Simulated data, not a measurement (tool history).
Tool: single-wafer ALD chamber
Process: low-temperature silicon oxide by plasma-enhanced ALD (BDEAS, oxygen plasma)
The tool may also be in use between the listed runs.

run    day  heater temperature setpoint (K)  number of ALD cycles (cycles)  mean film thickness on the monitor wafer (angstrom)
  1  0.000                           388.15                             53                                               75.344
  2  0.188                           388.15                             56                                               79.889
  3  0.450                           379.15                             56                                               81.381
  4  0.729                           379.15                             50                                               73.010
     0.933  -- thermocouple changed; heater temperature recalibrated
  5  0.933                           386.15                             50                                               72.296
  6  1.092                           386.15                             45                                               65.265
  7  1.254                           386.15                             44                                               63.979

Run 8 comes next. What will it give?
  8  1.550                           386.15                             43                                                    ?

For run 8 the tool returned mean film thickness on the monitor wafer (angstrom) 63.080.

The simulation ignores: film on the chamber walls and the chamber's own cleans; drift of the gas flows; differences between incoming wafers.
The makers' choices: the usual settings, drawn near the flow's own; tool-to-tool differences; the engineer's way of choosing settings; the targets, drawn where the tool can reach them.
